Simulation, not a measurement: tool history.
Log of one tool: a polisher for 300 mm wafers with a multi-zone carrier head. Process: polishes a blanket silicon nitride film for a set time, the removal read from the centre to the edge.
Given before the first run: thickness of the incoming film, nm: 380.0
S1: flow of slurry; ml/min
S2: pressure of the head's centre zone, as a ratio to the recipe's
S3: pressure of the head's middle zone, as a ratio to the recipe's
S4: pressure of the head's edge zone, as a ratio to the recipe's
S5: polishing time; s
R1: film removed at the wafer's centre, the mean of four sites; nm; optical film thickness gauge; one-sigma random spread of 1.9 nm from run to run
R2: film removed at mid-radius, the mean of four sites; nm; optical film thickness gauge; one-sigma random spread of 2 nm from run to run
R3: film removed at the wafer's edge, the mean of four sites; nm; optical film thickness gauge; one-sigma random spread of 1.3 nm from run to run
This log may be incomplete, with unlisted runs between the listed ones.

{"run": 1, "day": 0.0, "S1": 235, "S2": 1.0, "S3": 1.0, "S4": 1.0, "S5": 60, "R1": 117.3, "R2": 114.69, "R3": 109.34}
{"run": 2, "day": 0.154, "S1": 240, "S2": 1.01, "S3": 1.03, "S4": 1.03, "S5": 62, "R1": 122.6, "R2": 120.25, "R3": 117.55}
{"run": 3, "day": 0.392, "S1": 240, "S2": 0.94, "S3": 1.03, "S4": 1.03, "S5": 62, "R1": 115.21, "R2": 121.47, "R3": 115.1}
{"run": 4, "day": 0.433, "S1": 250, "S2": 0.97, "S3": 1.06, "S4": 1.03, "S5": 63, "R1": 118.24, "R2": 125.91, "R3": 120.0}
{"run": 5, "day": 0.746, "S1": 250, "S2": 0.97, "S3": 1.06, "S4": 1.03, "S5": 74, "R1": 136.45, "R2": 147.81, "R3": 139.97}
{"run": 6, "day": 0.954, "S1": 250, "S2": 1.05, "S3": 1.06, "S4": 1.03, "S5": 74, "R1": 150.58, "R2": 146.72, "R3": 138.21}

What does the tool deliver on the next run?
{"run": 7, "day": 1.221, "S1": 245, "S2": 1.04, "S3": 1.06, "S4": 1.02, "S5": 74, "R1": "?", "R2": "?", "R3": "?"}

R1: 151.12 nm
R2: 144.60 nm
R3: 140.26 nm

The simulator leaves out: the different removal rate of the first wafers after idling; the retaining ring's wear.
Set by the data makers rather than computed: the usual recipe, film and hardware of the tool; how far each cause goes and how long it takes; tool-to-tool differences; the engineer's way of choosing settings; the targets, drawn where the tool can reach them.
